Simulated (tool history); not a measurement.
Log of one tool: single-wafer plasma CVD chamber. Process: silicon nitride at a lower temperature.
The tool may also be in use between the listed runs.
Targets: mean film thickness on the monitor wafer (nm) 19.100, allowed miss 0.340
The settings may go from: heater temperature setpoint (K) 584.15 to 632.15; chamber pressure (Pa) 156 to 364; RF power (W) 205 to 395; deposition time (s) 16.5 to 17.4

run,hour,heater temperature setpoint (K),chamber pressure (Pa),RF power (W),deposition time (s),mean film thickness on the monitor wafer (nm)
1,0.0,608.15,260,300,17.4,21.462
2,2.5,608.15,287,300,17.4,22.196
3,4.5,608.15,247,300,17.4,21.039
4,13.0,608.15,229,300,17.4,20.469
5,21.3,608.15,217,300,17.4,19.877
6,29.0,602.15,217,300,17.4,20.001
7,33.1,602.15,209,300,17.4,19.634
8,39.6,602.15,205,300,17.4,19.496

5 next moves are on the table. One of them brings every result within its allowed miss. Which?
A,46.1,608.15,168,365,16.5,?
B,46.1,598.15,220,275,17.4,?
C,46.1,597.15,205,290,16.5,?
D,46.1,600.15,189,315,16.5,?
E,46.1,600.15,197,325,17.3,?

move,mean film thickness on the monitor wafer (nm)
A,18.392
B,19.188
C,18.159
D,18.230
E,19.850
A: takes the result that was furthest off past its target
B: meets every target
C: takes the result that was furthest off past its target
D: takes the result that was furthest off past its target
E: further off than the last run
Move B is the one to make.
